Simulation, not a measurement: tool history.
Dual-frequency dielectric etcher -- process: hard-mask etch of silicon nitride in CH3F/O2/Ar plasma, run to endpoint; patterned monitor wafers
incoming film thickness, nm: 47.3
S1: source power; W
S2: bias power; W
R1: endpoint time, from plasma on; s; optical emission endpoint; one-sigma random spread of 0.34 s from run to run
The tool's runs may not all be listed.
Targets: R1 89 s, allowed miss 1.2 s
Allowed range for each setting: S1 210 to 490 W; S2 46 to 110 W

run 1 hour=0 | S1=350 S2=78 | R1=74.144
run 2 hour=9 | S1=310 S2=75 | R1=80.824
run 3 hour=11.8 | S1=290 S2=75 | R1=84.584
run 4 hour=15.8 | S1=280 S2=75 | R1=87.162
run 5 hour=23.2 | S1=250 S2=75 | R1=94.379
run 6 hour=25 | S1=300 S2=75 | R1=82.998
run 7 hour=30.7 | S1=290 S2=75 | R1=84.335
run 8 hour=32.2 | S1=280 S2=75 | R1=87.181

Which single option among these 4 for the next run brings every result within its allowed miss of target? Just one does.
run A hour=33.7 | S1=260 S2=91 | R1=?
run B hour=33.7 | S1=330 S2=56 | R1=?
run C hour=33.7 | S1=280 S2=71 | R1=?
run D hour=33.7 | S1=280 S2=77 | R1=?

move=A R1=84.93
move=B R1=86.673
move=C R1=88.644
move=D R1=85.933
A: its largest miss is bigger than the last run's
B: its largest miss is bigger than the last run's
C: all results in spec
D: its largest miss is bigger than the last run's
Correct choice: C, which meets every target

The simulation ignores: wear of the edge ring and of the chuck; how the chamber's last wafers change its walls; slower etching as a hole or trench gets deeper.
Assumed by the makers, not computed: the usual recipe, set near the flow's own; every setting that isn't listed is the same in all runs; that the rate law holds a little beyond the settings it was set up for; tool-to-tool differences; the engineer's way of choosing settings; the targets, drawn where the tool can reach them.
